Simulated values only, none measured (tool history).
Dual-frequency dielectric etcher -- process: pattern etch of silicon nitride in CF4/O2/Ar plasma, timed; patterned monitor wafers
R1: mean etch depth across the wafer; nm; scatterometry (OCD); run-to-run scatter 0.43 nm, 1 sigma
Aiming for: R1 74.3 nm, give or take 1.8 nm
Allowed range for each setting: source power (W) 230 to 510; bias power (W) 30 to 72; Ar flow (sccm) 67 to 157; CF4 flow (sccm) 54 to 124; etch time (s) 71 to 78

Run 1, hour 0: source power (W) 370, bias power (W) 51, Ar flow (sccm) 112, CF4 flow (sccm) 89, etch time (s) 78. Result: R1 108 nm.
Run 2, hour 6.6: source power (W) 410, bias power (W) 51, Ar flow (sccm) 112, CF4 flow (sccm) 89, etch time (s) 78. Result: R1 121.06 nm.
Run 3, hour 13.4: source power (W) 410, bias power (W) 51, Ar flow (sccm) 123, CF4 flow (sccm) 89, etch time (s) 78. Result: R1 119.67 nm.
Run 4, hour 16.4: source power (W) 390, bias power (W) 51, Ar flow (sccm) 123, CF4 flow (sccm) 89, etch time (s) 78. Result: R1 113.2 nm.
Run 5, hour 22.3: source power (W) 430, bias power (W) 51, Ar flow (sccm) 123, CF4 flow (sccm) 89, etch time (s) 78. Result: R1 126.42 nm.
Run 6, hour 28.5: source power (W) 410, bias power (W) 51, Ar flow (sccm) 123, CF4 flow (sccm) 89, etch time (s) 78. Result: R1 118.99 nm.
Run 7, hour 32.8: source power (W) 390, bias power (W) 51, Ar flow (sccm) 123, CF4 flow (sccm) 89, etch time (s) 78. Result: R1 113.54 nm.
Run 8, hour 40.3: source power (W) 370, bias power (W) 51, Ar flow (sccm) 123, CF4 flow (sccm) 89, etch time (s) 78. Result: R1 107.67 nm.
Run 9, hour 48.8: source power (W) 300, bias power (W) 46, Ar flow (sccm) 126, CF4 flow (sccm) 87, etch time (s) 77.5. Result: R1 80.889 nm.

Exercise: of the 4 proposed moves below, exactly one satisfies all targets within the stated allowed misses. Which move is it?
Run A, hour 57.3: source power (W) 270, bias power (W) 44, Ar flow (sccm) 101, CF4 flow (sccm) 84, etch time (s) 74.5. Result: R1 ?.
Run B, hour 57.3: source power (W) 310, bias power (W) 48, Ar flow (sccm) 129, CF4 flow (sccm) 84, etch time (s) 78. Result: R1 ?.
Run C, hour 57.3: source power (W) 290, bias power (W) 47, Ar flow (sccm) 121, CF4 flow (sccm) 90, etch time (s) 72.5. Result: R1 ?.
Run D, hour 57.3: source power (W) 320, bias power (W) 47, Ar flow (sccm) 138, CF4 flow (sccm) 82, etch time (s) 78. Result: R1 ?.

move      R1
   A  69.979
   B  86.158
   C  74.936
   D  87.483
A: carries the result that was furthest off beyond its target, to the other side
B: misses by more than the last run did
C: meets every target
D: misses by more than the last run did
Go with C: it meets all targets.
